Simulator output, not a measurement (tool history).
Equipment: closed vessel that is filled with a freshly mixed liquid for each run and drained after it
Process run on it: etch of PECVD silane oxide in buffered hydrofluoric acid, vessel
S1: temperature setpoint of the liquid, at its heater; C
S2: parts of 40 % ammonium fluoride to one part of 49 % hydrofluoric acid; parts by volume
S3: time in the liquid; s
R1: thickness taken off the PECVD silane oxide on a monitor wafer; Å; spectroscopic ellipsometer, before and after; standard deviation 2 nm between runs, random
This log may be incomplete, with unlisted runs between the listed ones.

run,hour,S1,S2,S3,R1
1,0.0,25.0,8.0,105,4662.6
2,2.4,22.5,8.0,105,4028.3
3,4.6,21.5,8.0,105,3820.6
4,12.5,21.5,7.0,105,4441.2
5,13.9,21.5,7.0,105,4456.9
6,19.6,21.5,7.0,115,4822.9
7,22.8,20.5,7.5,115,4332.1
# hour 31.6: thermometer replaced
8,31.6,19.5,7.5,115,3658.4
9,37.1,19.0,7.5,115,3515.0
10,43.2,19.0,7.5,115,3577.1

For run 11, what comes out?
11,44.3,18.5,7.5,115,?

R1: 3390.8 Å
